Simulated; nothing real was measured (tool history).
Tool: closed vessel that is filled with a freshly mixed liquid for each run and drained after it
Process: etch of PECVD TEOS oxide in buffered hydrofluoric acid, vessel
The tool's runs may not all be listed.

run,hour,temperature setpoint of the liquid (°C),parts of 40 % ammonium fluoride to one part of 49 % hydrofluoric acid (parts by volume),time in the liquid (s),thickness taken off the PECVD TEOS oxide on a monitor wafer (Å)
1,0,21,8.5,30,1040.9
2,3.1,20,8.5,30,984.35
3,10.9,19.5,8.5,30,954.79
4,14.3,19.5,11,30,754.94
5,21.3,19.5,11,30,758.3
6,30.3,20.5,11,30,800.97

The next listed run, before its measurement:
7,36.5,21,11,30,?

Run 7 gave thickness taken off the PECVD TEOS oxide on a monitor wafer (Å) 828.76.
